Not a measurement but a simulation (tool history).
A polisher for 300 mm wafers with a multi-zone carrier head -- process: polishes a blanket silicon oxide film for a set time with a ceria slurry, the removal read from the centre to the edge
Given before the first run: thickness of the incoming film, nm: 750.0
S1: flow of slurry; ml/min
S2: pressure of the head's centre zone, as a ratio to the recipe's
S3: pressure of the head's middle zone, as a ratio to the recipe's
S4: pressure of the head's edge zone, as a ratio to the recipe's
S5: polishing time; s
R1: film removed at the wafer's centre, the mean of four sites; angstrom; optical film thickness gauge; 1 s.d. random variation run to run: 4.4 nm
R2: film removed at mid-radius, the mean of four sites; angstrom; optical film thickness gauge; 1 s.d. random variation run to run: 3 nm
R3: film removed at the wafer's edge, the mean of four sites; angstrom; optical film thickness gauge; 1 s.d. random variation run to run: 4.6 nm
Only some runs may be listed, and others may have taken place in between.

run,hour,S1,S2,S3,S4,S5,R1,R2,R3
1,0,160,1,1,1,65,2445.2,2478.3,2578.7
2,6.8,160,1.06,1,1,65,2577.1,2517.7,2589.1
3,13.2,160,1.06,1,1,53,2077.6,2038.6,2116.8
4,22.1,160,1.06,1.06,1,53,2089.8,2141,2119.2
5,24,165,1.05,1.03,1.05,60,2434.1,2400.8,2563.9
6,27.2,165,1.11,1.03,1.05,60,2482.2,2389,2505.9
7,31.1,175,1.11,1.03,1.09,63,2718.8,2535.5,2692.4
8,39.4,170,1.09,1.02,1.12,67,2847.8,2662.7,2908.8
9,45.1,175,1.06,1.01,1.14,70,2888,2707.1,3143.2
# hour 49.3: edge zone pressure recalibrated
10,49.3,215,1.07,1.04,1.19,76,3340.4,3110.8,3317.5
11,56.1,205,1.06,1.03,1.19,77,3232.1,3122.8,3377.9
12,59.7,205,1.06,1.03,1.19,77,3271.4,3153.2,3374.6
13,63.4,195,1.06,1.02,1.19,78,3267.1,3166.2,3334.3

Run 14, settings as shown, results not yet in. Your forecast:
14,66.2,200,1.03,0.98,1.19,80,?,?,?

{"run 14": {"R1": 3184.3, "R2": 3093.3, "R3": 3537.2}}
